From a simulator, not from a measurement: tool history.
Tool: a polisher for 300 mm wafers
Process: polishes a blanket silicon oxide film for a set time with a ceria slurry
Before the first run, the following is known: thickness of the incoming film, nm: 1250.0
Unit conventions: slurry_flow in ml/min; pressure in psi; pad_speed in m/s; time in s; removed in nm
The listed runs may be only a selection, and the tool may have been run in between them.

run	hour	slurry_flow	pressure	pad_speed	time	removed
1	0	310	3.7	0.94	85	399.24
2	4	310	3.3	0.94	85	358.37
3	7.7	310	3.3	0.94	85	354.42
4	15	310	3.3	0.94	89	374.5
5	23.3	310	2.9	0.94	89	333.07
6	29.1	305	2.8	0.94	89	320.65
7	34.6	295	2.7	0.94	89	305.44
8	38.8	280	2.7	0.94	89	308.33

For run 9, what comes out?
9	40.5	275	2.6	0.94	89	?

{"run 9": {"removed": 293.51}}
